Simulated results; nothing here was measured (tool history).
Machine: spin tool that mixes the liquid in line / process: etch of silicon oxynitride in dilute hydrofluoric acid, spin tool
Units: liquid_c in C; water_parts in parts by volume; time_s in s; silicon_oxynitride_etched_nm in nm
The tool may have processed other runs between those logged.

| run | hour | liquid_c | water_parts | time_s | silicon_oxynitride_etched_nm |
|---|---|---|---|---|---|
| 1 | 0 | 20 | 40 | 300 | 14.756 |
| 2 | 5.2 | 20 | 50 | 300 | 11.82 |
| 3 | 13.2 | 20 | 50 | 300 | 12.025 |
| 4 | 20 | 19 | 50 | 300 | 11.181 |
| 5 | 25 | 19 | 50 | 300 | 11.261 |
| 6 | 28.3 | 17.5 | 50 | 300 | 10.418 |

The next listed run, before its measurement:
| 7 | 35.8 | 17 | 50 | 300 | ? |

Run 7 came out at silicon_oxynitride_etched_nm 10.236 nm.
